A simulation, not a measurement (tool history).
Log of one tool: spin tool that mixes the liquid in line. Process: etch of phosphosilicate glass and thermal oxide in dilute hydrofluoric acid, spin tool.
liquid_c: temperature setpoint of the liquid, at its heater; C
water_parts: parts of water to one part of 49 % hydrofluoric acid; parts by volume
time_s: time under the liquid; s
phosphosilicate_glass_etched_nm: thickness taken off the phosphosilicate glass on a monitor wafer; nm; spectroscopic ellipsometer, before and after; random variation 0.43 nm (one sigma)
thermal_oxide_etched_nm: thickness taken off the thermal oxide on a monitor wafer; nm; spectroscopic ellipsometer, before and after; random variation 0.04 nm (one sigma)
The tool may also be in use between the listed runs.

| run | hour | liquid_c | water_parts | time_s | phosphosilicate_glass_etched_nm | thermal_oxide_etched_nm |
|---|---|---|---|---|---|---|
| 1 | 0 | 22 | 55 | 30 | 51.359 | 2.3382 |
| 2 | 1.2 | 23 | 55 | 30 | 53.431 | 2.4042 |
| 3 | 7 | 23 | 55 | 25 | 44.969 | 2.0126 |
| 4 | 8.1 | 23 | 55 | 35 | 63.093 | 2.8048 |
| 5 | 13.6 | 23.5 | 55 | 35 | 64.529 | 2.9017 |
| 6 | 15.3 | 23.5 | 40 | 35 | 90.133 | 3.97 |
| 7 | 17.7 | 23 | 40 | 35 | 87.987 | 3.9631 |
| 8 | 20 | 22 | 40 | 35 | 85.199 | 3.8011 |
| 9 | 21.3 | 22 | 40 | 35 | 85.242 | 3.8772 |
| 10 | 23.1 | 22.5 | 40 | 35 | 86.843 | 3.9227 |

Run 11 comes next. What will it give?
| 11 | 27.7 | 22 | 40 | 35 | ? | ? |

{"run 11": {"phosphosilicate_glass_etched_nm": 84.909, "thermal_oxide_etched_nm": 3.846}}

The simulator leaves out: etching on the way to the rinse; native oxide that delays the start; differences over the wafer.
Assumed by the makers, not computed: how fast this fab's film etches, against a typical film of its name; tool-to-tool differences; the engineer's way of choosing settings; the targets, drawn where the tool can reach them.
